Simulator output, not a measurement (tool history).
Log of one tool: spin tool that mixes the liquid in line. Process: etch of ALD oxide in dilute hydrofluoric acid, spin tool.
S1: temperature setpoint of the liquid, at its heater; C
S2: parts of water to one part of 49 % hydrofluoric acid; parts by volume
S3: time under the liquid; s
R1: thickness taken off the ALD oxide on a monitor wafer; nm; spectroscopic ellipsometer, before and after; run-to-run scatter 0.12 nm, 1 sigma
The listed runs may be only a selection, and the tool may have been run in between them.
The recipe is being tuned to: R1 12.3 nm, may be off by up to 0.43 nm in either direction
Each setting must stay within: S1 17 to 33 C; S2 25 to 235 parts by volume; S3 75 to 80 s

{"run": 1, "hour": 0.0, "S1": 25, "S2": 130, "S3": 75, "R1": 18.155}
{"run": 2, "hour": 4.9, "S1": 27, "S2": 130, "S3": 75, "R1": 19.588}
{"run": 3, "hour": 10.0, "S1": 27, "S2": 130, "S3": 75, "R1": 19.757}
{"run": 4, "hour": 16.8, "S1": 27, "S2": 100, "S3": 75, "R1": 26.607}
{"run": 5, "hour": 25.7, "S1": 27, "S2": 75, "S3": 75, "R1": 36.753}
{"run": 6, "hour": 27.4, "S1": 28.5, "S2": 75, "S3": 75, "R1": 39.134}
{"run": 7, "hour": 31.9, "S1": 26.5, "S2": 85, "S3": 75, "R1": 31.514}
{"run": 8, "hour": 34.5, "S1": 25, "S2": 95, "S3": 75, "R1": 26.362}
{"run": 9, "hour": 37.3, "S1": 23.5, "S2": 105, "S3": 75, "R1": 22.077}
{"run": 10, "hour": 41.3, "S1": 22.5, "S2": 110, "S3": 75, "R1": 20.166}

5 candidate next runs follow, results not yet known. Just one meets every target within its allowed miss. Identify it.
{"run": "A", "hour": 45.3, "S1": 22, "S2": 135, "S3": 75, "R1": "?"}
{"run": "B", "hour": 45.3, "S1": 19.5, "S2": 90, "S3": 80, "R1": "?"}
{"run": "C", "hour": 45.3, "S1": 26, "S2": 100, "S3": 75, "R1": "?"}
{"run": "D", "hour": 45.3, "S1": 17.5, "S2": 140, "S3": 75, "R1": "?"}
{"run": "E", "hour": 45.3, "S1": 22.5, "S2": 90, "S3": 80, "R1": "?"}

move=A R1=15.438
move=B R1=23.473
move=C R1=25.414
move=D R1=12.357
move=E R1=26.544
A: closer than the last run, but not yet in spec
B: its largest miss is bigger than the last run's
C: its largest miss is bigger than the last run's
D: all results land within tolerance of their targets
E: its largest miss is bigger than the last run's
Correct choice: D, which meets every target

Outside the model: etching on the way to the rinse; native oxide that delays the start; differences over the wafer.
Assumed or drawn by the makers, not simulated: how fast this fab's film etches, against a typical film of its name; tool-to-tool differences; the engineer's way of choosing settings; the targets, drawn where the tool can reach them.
